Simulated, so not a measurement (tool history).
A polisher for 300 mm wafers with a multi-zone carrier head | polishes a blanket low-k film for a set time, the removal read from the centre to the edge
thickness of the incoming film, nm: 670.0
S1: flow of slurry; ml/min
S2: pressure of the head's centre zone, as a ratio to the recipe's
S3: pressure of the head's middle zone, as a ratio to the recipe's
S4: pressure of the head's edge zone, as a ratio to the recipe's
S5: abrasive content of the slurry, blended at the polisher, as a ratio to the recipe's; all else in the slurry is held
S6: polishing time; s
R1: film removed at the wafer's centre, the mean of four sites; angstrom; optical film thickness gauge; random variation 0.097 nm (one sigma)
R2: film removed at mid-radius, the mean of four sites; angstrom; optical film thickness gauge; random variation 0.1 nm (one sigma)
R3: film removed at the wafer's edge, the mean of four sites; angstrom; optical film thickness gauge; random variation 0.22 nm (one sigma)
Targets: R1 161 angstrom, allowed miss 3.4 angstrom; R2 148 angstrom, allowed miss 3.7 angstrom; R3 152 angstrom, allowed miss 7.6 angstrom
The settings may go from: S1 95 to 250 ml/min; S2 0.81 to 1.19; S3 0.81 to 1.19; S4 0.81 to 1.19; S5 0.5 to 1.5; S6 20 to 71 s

| run | day | S1 | S2 | S3 | S4 | S5 | S6 | R1 | R2 | R3 |
|---|---|---|---|---|---|---|---|---|---|---|
| 1 | 0 | 160 | 1 | 1 | 1 | 1 | 45 | 137.22 | 136.4 | 138.44 |
| 2 | 0.233 | 160 | 1 | 1 | 0.92 | 1 | 45 | 137.66 | 137.52 | 136.98 |
| 3 | 0.567 | 160 | 1 | 1 | 0.99 | 1 | 45 | 136.99 | 137.84 | 136.68 |
| 4 | 0.625 | 175 | 1.01 | 0.99 | 1 | 1 | 45 | 142.59 | 138.3 | 140.09 |
| 5 | 0.962 | 175 | 0.93 | 0.99 | 1 | 1 | 45 | 131.92 | 140.83 | 139.83 |
| 6 | 1.171 | 190 | 0.95 | 0.98 | 1.01 | 1 | 45 | 135.24 | 138.28 | 143.38 |
| 7 | 1.496 | 230 | 1.05 | 1.06 | 1.01 | 1.05 | 45 | 156.57 | 154.37 | 147.7 |
| 8 | 1.796 | 230 | 1.05 | 1.05 | 1.02 | 1.05 | 45 | 155.98 | 152.8 | 144.62 |
| 9 | 2.108 | 230 | 1.05 | 1.03 | 1.03 | 1.05 | 45 | 155.32 | 152.54 | 146.03 |
| 10 | 2.333 | 225 | 1.05 | 1.01 | 1.04 | 1.05 | 45 | 154.2 | 148.99 | 148.12 |
| 11 | 2.671 | 230 | 1.06 | 1 | 1.04 | 1.05 | 45 | 156.29 | 148.8 | 148.88 |
| 12 | 2.917 | 230 | 1.06 | 1 | 1.04 | 1.05 | 45 | 156.76 | 148.12 | 150.42 |

5 next moves are on the table. One of them brings every result within its allowed miss. Which?
| A | 3.162 | 250 | 1.15 | 1.04 | 0.97 | 0.95 | 44 | ? | ? | ? |
| B | 3.162 | 250 | 0.99 | 1.02 | 1.15 | 1.15 | 44 | ? | ? | ? |
| C | 3.162 | 220 | 1.06 | 0.96 | 0.99 | 1.1 | 46 | ? | ? | ? |
| D | 3.162 | 250 | 1.05 | 1 | 0.98 | 1 | 45 | ? | ? | ? |
| E | 3.162 | 200 | 1.02 | 0.99 | 1.01 | 1.25 | 43 | ? | ? | ? |

| move | R1 | R2 | R3 |
|---|---|---|---|
| A | 160.55 | 144.85 | 135.82 |
| B | 150.34 | 151.89 | 157.18 |
| C | 161.22 | 146.89 | 148.77 |
| D | 154.42 | 146.14 | 142.03 |
| E | 149.72 | 144.6 | 144.76 |
A: brings the result that was furthest off to its target, and leaves another outside
B: further off than the last run
C: meets every target
D: further off than the last run
E: further off than the last run
Answer: C

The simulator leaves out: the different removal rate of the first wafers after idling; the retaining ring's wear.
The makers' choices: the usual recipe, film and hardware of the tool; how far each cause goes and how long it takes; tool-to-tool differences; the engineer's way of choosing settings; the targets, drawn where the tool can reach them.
